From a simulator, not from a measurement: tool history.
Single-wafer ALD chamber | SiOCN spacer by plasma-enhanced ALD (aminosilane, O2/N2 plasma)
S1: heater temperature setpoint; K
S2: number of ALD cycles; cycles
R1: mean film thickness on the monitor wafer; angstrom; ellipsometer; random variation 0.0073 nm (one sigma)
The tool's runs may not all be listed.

run,hour,S1,S2,R1
1,0.0,658.15,45,27.298
2,8.6,658.15,47,28.486
3,10.5,668.15,47,28.401
4,14.8,668.15,42,25.374
5,19.8,675.15,42,25.310
6,20.7,667.15,42,25.388
7,26.8,667.15,45,27.156
8,29.2,667.15,47,28.434
9,30.4,667.15,48,28.971

Forecast run 10:
10,38.9,667.15,49,?

R1: 29.804 angstrom

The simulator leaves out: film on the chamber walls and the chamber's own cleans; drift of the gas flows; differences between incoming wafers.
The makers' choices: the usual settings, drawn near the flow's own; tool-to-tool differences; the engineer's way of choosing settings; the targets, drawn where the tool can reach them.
